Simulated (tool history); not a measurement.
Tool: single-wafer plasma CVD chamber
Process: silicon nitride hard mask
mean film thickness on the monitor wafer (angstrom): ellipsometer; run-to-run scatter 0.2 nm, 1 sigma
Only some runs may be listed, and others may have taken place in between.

| run | hour | heater temperature setpoint (°C) | chamber pressure (Torr) | RF power (kW) | deposition time (s) | mean film thickness on the monitor wafer (angstrom) |
|---|---|---|---|---|---|---|
| 1 | 0 | 405 | 1.6 | 0.335 | 27.2 | 332.9 |
| 2 | 6.2 | 405 | 1.33 | 0.335 | 27.2 | 315.46 |
| 3 | 9.4 | 405 | 1.51 | 0.345 | 27.2 | 334.32 |
| 4 | 13.4 | 405 | 1.51 | 0.315 | 27.2 | 309.6 |
| 5 | 14.7 | 415 | 1.51 | 0.315 | 27.2 | 308.86 |
| 6 | 18.6 | 415 | 1.66 | 0.33 | 27.2 | 328.14 |
| 7 | 21.8 | 415 | 1.78 | 0.34 | 27.2 | 341.04 |
| 8 | 26.6 | 415 | 1.88 | 0.35 | 27.2 | 358 |

For run 9, what comes out?
| 9 | 27.3 | 415 | 2.2 | 0.37 | 27.3 | ? |

For run 9 the tool returned mean film thickness on the monitor wafer (angstrom) 389.98.
